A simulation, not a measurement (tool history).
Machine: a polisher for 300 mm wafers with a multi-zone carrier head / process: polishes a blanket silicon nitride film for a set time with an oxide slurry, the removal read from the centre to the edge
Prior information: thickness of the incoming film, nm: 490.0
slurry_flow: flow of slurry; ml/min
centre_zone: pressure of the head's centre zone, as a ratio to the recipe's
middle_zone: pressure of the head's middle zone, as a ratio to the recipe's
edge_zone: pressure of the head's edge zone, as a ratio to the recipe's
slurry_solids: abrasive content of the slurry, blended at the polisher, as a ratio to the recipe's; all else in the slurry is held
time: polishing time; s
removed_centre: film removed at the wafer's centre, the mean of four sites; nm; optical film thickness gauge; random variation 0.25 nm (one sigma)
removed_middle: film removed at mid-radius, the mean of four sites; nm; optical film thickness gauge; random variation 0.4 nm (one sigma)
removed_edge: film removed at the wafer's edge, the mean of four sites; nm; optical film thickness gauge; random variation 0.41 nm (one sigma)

{"run": 1, "hour": 0.0, "slurry_flow": 280, "centre_zone": 1, "middle_zone": 1, "edge_zone": 1, "slurry_solids": 1, "time": 57, "removed_centre": 39.411, "removed_middle": 36.868, "removed_edge": 37.602}
{"run": 2, "hour": 8.2, "slurry_flow": 285, "centre_zone": 1, "middle_zone": 0.98, "edge_zone": 0.96, "slurry_solids": 0.85, "time": 57, "removed_centre": 34.763, "removed_middle": 33.45, "removed_edge": 33.767}
{"run": 3, "hour": 16.3, "slurry_flow": 285, "centre_zone": 1.02, "middle_zone": 0.96, "edge_zone": 0.92, "slurry_solids": 0.8, "time": 56, "removed_centre": 32.784, "removed_middle": 30.29, "removed_edge": 30.804}
{"run": 4, "hour": 17.7, "slurry_flow": 280, "centre_zone": 1.03, "middle_zone": 0.95, "edge_zone": 0.89, "slurry_solids": 0.8, "time": 56, "removed_centre": 33.215, "removed_middle": 29.233, "removed_edge": 29.727}
{"run": 5, "hour": 20.2, "slurry_flow": 275, "centre_zone": 1.02, "middle_zone": 0.94, "edge_zone": 0.87, "slurry_solids": 0.8, "time": 56, "removed_centre": 32.84, "removed_middle": 29.854, "removed_edge": 29.559}
{"run": 6, "hour": 22.7, "slurry_flow": 275, "centre_zone": 0.97, "middle_zone": 0.94, "edge_zone": 0.87, "slurry_solids": 0.8, "time": 56, "removed_centre": 31.444, "removed_middle": 29.702, "removed_edge": 29.649}
{"run": 7, "hour": 31.7, "slurry_flow": 275, "centre_zone": 0.98, "middle_zone": 0.93, "edge_zone": 0.85, "slurry_solids": 0.8, "time": 56, "removed_centre": 32.128, "removed_middle": 30.501, "removed_edge": 29.548}
{"hour": 35.0, "done": "worn pad replaced by a new one"}
{"run": 8, "hour": 35.0, "slurry_flow": 270, "centre_zone": 0.99, "middle_zone": 0.91, "edge_zone": 0.84, "slurry_solids": 0.8, "time": 56, "removed_centre": 35.323, "removed_middle": 32.788, "removed_edge": 32.245}
{"run": 9, "hour": 38.7, "slurry_flow": 280, "centre_zone": 1.01, "middle_zone": 0.93, "edge_zone": 0.86, "slurry_solids": 0.8, "time": 56, "removed_centre": 36.527, "removed_middle": 32.846, "removed_edge": 32.778}
{"run": 10, "hour": 44.2, "slurry_flow": 260, "centre_zone": 1.02, "middle_zone": 0.94, "edge_zone": 0.87, "slurry_solids": 0.8, "time": 56, "removed_centre": 36.002, "removed_middle": 33.523, "removed_edge": 32.379}
{"run": 11, "hour": 50.8, "slurry_flow": 280, "centre_zone": 1.02, "middle_zone": 0.94, "edge_zone": 0.86, "slurry_solids": 0.8, "time": 56, "removed_centre": 36.667, "removed_middle": 33.95, "removed_edge": 33.464}
{"run": 12, "hour": 59.2, "slurry_flow": 260, "centre_zone": 1, "middle_zone": 0.91, "edge_zone": 0.86, "slurry_solids": 0.8, "time": 56, "removed_centre": 36.153, "removed_middle": 33.144, "removed_edge": 32.664}
{"run": 13, "hour": 64.2, "slurry_flow": 290, "centre_zone": 1.01, "middle_zone": 0.92, "edge_zone": 0.85, "slurry_solids": 0.8, "time": 56, "removed_centre": 36.649, "removed_middle": 33.416, "removed_edge": 32.731}
{"run": 14, "hour": 70.3, "slurry_flow": 270, "centre_zone": 1.03, "middle_zone": 0.94, "edge_zone": 0.87, "slurry_solids": 0.8, "time": 56, "removed_centre": 37.231, "removed_middle": 33.235, "removed_edge": 33.706}
{"run": 15, "hour": 73.3, "slurry_flow": 310, "centre_zone": 1.03, "middle_zone": 0.94, "edge_zone": 0.88, "slurry_solids": 0.8, "time": 56, "removed_centre": 37.608, "removed_middle": 33.752, "removed_edge": 33.594}
{"run": 16, "hour": 74.4, "slurry_flow": 280, "centre_zone": 1.04, "middle_zone": 0.95, "edge_zone": 0.88, "slurry_solids": 0.8, "time": 56, "removed_centre": 37.951, "removed_middle": 34.444, "removed_edge": 32.702}
{"run": 17, "hour": 77.9, "slurry_flow": 300, "centre_zone": 1.04, "middle_zone": 0.95, "edge_zone": 0.88, "slurry_solids": 0.75, "time": 55, "removed_centre": 34.895, "removed_middle": 31.534, "removed_edge": 30.866}
{"run": 18, "hour": 84.1, "slurry_flow": 285, "centre_zone": 1.02, "middle_zone": 0.89, "edge_zone": 0.83, "slurry_solids": 0.6, "time": 54, "removed_centre": 25.649, "removed_middle": 22.517, "removed_edge": 21.921}
{"run": 19, "hour": 91.3, "slurry_flow": 285, "centre_zone": 1.03, "middle_zone": 0.9, "edge_zone": 0.84, "slurry_solids": 0.65, "time": 54, "removed_centre": 29.286, "removed_middle": 25.185, "removed_edge": 25.628}
{"run": 20, "hour": 97.5, "slurry_flow": 290, "centre_zone": 1.03, "middle_zone": 0.9, "edge_zone": 0.84, "slurry_solids": 0.65, "time": 54, "removed_centre": 29.263, "removed_middle": 25.662, "removed_edge": 25.444}
{"run": 21, "hour": 100.3, "slurry_flow": 305, "centre_zone": 1.03, "middle_zone": 0.9, "edge_zone": 0.84, "slurry_solids": 0.65, "time": 54, "removed_centre": 29.331, "removed_middle": 25.537, "removed_edge": 25.614}

Run 22, settings as shown, results not yet in. Your forecast:
{"run": 22, "hour": 107.2, "slurry_flow": 305, "centre_zone": 1.03, "middle_zone": 0.9, "edge_zone": 0.84, "slurry_solids": 0.65, "time": 54, "removed_centre": "?", "removed_middle": "?", "removed_edge": "?"}

{"run 22": {"removed_centre": 29.293, "removed_middle": 26.098, "removed_edge": 25.436}}
